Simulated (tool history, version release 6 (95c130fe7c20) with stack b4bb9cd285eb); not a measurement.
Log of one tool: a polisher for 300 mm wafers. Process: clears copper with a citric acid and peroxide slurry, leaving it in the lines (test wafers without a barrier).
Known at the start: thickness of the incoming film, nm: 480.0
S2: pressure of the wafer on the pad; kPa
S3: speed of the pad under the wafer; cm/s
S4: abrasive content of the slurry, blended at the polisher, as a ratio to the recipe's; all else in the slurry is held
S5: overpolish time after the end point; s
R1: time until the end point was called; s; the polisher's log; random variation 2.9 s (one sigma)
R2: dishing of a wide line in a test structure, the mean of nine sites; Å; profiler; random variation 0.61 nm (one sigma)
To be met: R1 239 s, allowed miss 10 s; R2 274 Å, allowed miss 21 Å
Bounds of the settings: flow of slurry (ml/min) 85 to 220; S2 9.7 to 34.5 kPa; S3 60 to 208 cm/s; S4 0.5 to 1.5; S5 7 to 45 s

run 1 hour=0 | flow_of_slurry_(ml/min)=140 S2=22.1 S3=134 S4=1 S5=23 | R1=147.73 R2=474.67
run 2 hour=3.1 | flow_of_slurry_(ml/min)=160 S2=22.1 S3=134 S4=1 S5=23 | R1=147.12 R2=469.44
run 3 hour=10.6 | flow_of_slurry_(ml/min)=160 S2=24.8 S3=134 S4=1 S5=23 | R1=132.65 R2=511.33
run 4 hour=14.3 | flow_of_slurry_(ml/min)=160 S2=23.4 S3=134 S4=1 S5=22 | R1=140.7 R2=470.12
run 5 hour=21 | flow_of_slurry_(ml/min)=160 S2=22.1 S3=134 S4=1 S5=22 | R1=147.75 R2=462.67
run 6 hour=28.3 | flow_of_slurry_(ml/min)=160 S2=27.6 S3=134 S4=1 S5=22 | R1=121.53 R2=548.18
run 7 hour=30.8 | flow_of_slurry_(ml/min)=160 S2=25.5 S3=132 S4=1 S5=22 | R1=133.95 R2=486.46
run 8 hour=39.6 | flow_of_slurry_(ml/min)=160 S2=24.1 S3=130 S4=1 S5=22 | R1=138.62 R2=493.99
run 9 hour=48.3 | flow_of_slurry_(ml/min)=160 S2=22.8 S3=130 S4=1 S5=21 | R1=147.39 R2=436.14
run 10 hour=54.2 | flow_of_slurry_(ml/min)=160 S2=21.4 S3=130 S4=1 S5=21 | R1=157.62 R2=427.82
run 11 hour=59.2 | flow_of_slurry_(ml/min)=160 S2=20 S3=130 S4=1 S5=20 | R1=163.16 R2=380.27
run 12 hour=63.6 | flow_of_slurry_(ml/min)=160 S2=18.6 S3=130 S4=1 S5=20 | R1=179.3 R2=352.97
run 13 hour=66.1 | flow_of_slurry_(ml/min)=160 S2=17.9 S3=130 S4=1 S5=20 | R1=177.8 R2=359.5
run 14 hour=70.4 | flow_of_slurry_(ml/min)=160 S2=17.2 S3=130 S4=1 S5=20 | R1=186.72 R2=362.8
run 15 hour=78.3 | flow_of_slurry_(ml/min)=145 S2=11.7 S3=128 S4=1 S5=16 | R1=265.2 R2=210.92
run 16 hour=81.3 | flow_of_slurry_(ml/min)=150 S2=11.7 S3=128 S4=1 S5=16 | R1=263.44 R2=214.02
run 17 hour=84.4 | flow_of_slurry_(ml/min)=155 S2=11.7 S3=128 S4=1 S5=16 | R1=258.13 R2=218.3
run 18 hour=86.1 | flow_of_slurry_(ml/min)=170 S2=11.7 S3=128 S4=1 S5=18 | R1=257.56 R2=237.74

Which of these 4 next moves meets every target?
run A hour=87.8 | flow_of_slurry_(ml/min)=175 S2=13.8 S3=120 S4=0.95 S5=25 | R1=? R2=?
run B hour=87.8 | flow_of_slurry_(ml/min)=165 S2=12.4 S3=136 S4=0.85 S5=20 | R1=? R2=?
run C hour=87.8 | flow_of_slurry_(ml/min)=170 S2=13.8 S3=132 S4=1 S5=22 | R1=? R2=?
run D hour=87.8 | flow_of_slurry_(ml/min)=195 S2=15.2 S3=118 S4=1 S5=23 | R1=? R2=?

move=A R1=240.85 R2=330.66
move=B R1=240.71 R2=273.63
move=C R1=218.14 R2=322.88
move=D R1=220.35 R2=333.66
A: brings the result that was furthest off to its target, and leaves another outside
B: meets every target
C: takes the result that was furthest off past its target
D: takes the result that was furthest off past its target
The right move is B.
